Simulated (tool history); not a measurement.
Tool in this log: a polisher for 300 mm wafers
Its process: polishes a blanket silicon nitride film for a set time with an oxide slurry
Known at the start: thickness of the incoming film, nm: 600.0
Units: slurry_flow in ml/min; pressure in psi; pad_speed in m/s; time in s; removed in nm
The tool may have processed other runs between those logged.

Run 1, hour 0.0: slurry_flow 260 ml/min, pressure 2.8 psi, pad_speed 1.26 m/s, slurry_solids 1.00, time 91 s. Result: removed 65.009 nm.
Run 2, hour 8.7: slurry_flow 260 ml/min, pressure 2.8 psi, pad_speed 1.26 m/s, slurry_solids 1.00, time 91 s. Result: removed 64.578 nm.
Run 3, hour 14.0: slurry_flow 260 ml/min, pressure 2.8 psi, pad_speed 1.56 m/s, slurry_solids 1.00, time 91 s. Result: removed 75.739 nm.
Run 4, hour 17.8: slurry_flow 260 ml/min, pressure 2.8 psi, pad_speed 1.56 m/s, slurry_solids 0.85, time 91 s. Result: removed 71.149 nm.
Run 5, hour 22.8: slurry_flow 260 ml/min, pressure 2.4 psi, pad_speed 1.56 m/s, slurry_solids 0.85, time 91 s. Result: removed 65.386 nm.
Run 6, hour 28.8: slurry_flow 260 ml/min, pressure 2.0 psi, pad_speed 1.50 m/s, slurry_solids 0.85, time 91 s. Result: removed 56.858 nm.
Run 7, hour 37.8: slurry_flow 260 ml/min, pressure 1.8 psi, pad_speed 1.48 m/s, slurry_solids 0.85, time 91 s. Result: removed 54.253 nm.

For run 8, what comes out?
Run 8, hour 39.3: slurry_flow 260 ml/min, pressure 1.6 psi, pad_speed 1.44 m/s, slurry_solids 0.85, time 91 s. Result: removed ?.

removed: 49.484 nm
